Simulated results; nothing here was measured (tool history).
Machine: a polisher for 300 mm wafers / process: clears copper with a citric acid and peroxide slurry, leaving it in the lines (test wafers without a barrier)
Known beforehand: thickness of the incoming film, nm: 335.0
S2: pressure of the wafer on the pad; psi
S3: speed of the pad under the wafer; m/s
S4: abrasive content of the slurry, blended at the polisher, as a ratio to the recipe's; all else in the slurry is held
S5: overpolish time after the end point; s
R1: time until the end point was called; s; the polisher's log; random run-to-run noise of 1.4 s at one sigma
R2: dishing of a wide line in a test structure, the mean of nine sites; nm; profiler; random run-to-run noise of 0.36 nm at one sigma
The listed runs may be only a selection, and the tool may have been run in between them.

Run 1, hour 0: flow of slurry (ml/min) 150, S2 2.1 psi, S3 1.28 m/s, S4 1, S5 24 s. Result: R1 170.96 s, R2 33.246 nm.
Run 2, hour 4.8: flow of slurry (ml/min) 150, S2 2.4 psi, S3 1.28 m/s, S4 1, S5 24 s. Result: R1 158.88 s, R2 35.279 nm.
Run 3, hour 9.4: flow of slurry (ml/min) 150, S2 2.4 psi, S3 1.28 m/s, S4 1, S5 21 s. Result: R1 155.93 s, R2 30.922 nm.
Run 4, hour 15.8: flow of slurry (ml/min) 150, S2 2.4 psi, S3 1.28 m/s, S4 1, S5 12 s. Result: R1 151.49 s, R2 19.046 nm.
Run 5, hour 21: flow of slurry (ml/min) 150, S2 2.4 psi, S3 1.28 m/s, S4 1, S5 8 s. Result: R1 154.16 s, R2 13.043 nm.
Run 6, hour 21.8: flow of slurry (ml/min) 150, S2 2.4 psi, S3 1.28 m/s, S4 0.85, S5 8 s. Result: R1 158.36 s, R2 12.781 nm.
Run 7, hour 24.3: flow of slurry (ml/min) 160, S2 3 psi, S3 1.36 m/s, S4 0.85, S5 12 s. Result: R1 122.24 s, R2 23.138 nm.

Run 8 comes next. What will it give?
At hour 28: head pressure recalibrated.
Run 8, hour 28: flow of slurry (ml/min) 160, S2 3.1 psi, S3 1.4 m/s, S4 0.85, S5 11 s. Result: R1 ?, R2 ?.

Run 8 measured R1 107.47 s, R2 24.532 nm.

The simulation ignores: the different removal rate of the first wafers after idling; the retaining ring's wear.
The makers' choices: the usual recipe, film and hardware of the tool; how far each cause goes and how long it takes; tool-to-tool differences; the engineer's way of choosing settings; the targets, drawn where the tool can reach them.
